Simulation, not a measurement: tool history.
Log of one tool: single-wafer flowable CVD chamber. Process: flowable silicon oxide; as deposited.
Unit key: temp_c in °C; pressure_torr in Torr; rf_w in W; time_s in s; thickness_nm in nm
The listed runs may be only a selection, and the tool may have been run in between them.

{"run": 1, "hour": 0.0, "temp_c": 90, "pressure_torr": 0.738, "rf_w": 1785, "time_s": 370, "thickness_nm": 266.25}
{"run": 2, "hour": 2.8, "temp_c": 90, "pressure_torr": 0.8, "rf_w": 1785, "time_s": 370, "thickness_nm": 285.94}
{"run": 3, "hour": 4.9, "temp_c": 90, "pressure_torr": 0.908, "rf_w": 1785, "time_s": 370, "thickness_nm": 325.52}
{"run": 4, "hour": 8.2, "temp_c": 90, "pressure_torr": 0.908, "rf_w": 1895, "time_s": 370, "thickness_nm": 332.47}
{"run": 5, "hour": 11.9, "temp_c": 90, "pressure_torr": 0.908, "rf_w": 1895, "time_s": 382, "thickness_nm": 343.28}
{"run": 6, "hour": 12.9, "temp_c": 90, "pressure_torr": 0.908, "rf_w": 1895, "time_s": 382, "thickness_nm": 339.84}
{"run": 7, "hour": 21.3, "temp_c": 93, "pressure_torr": 0.907, "rf_w": 1895, "time_s": 382, "thickness_nm": 305.17}
{"run": 8, "hour": 23.9, "temp_c": 105, "pressure_torr": 0.905, "rf_w": 1895, "time_s": 382, "thickness_nm": 192.73}

Expected results for the next run?
{"run": 9, "hour": 28.0, "temp_c": 104, "pressure_torr": 0.905, "rf_w": 1895, "time_s": 382, "thickness_nm": "?"}

{"run 9": {"thickness_nm": 199.89}}
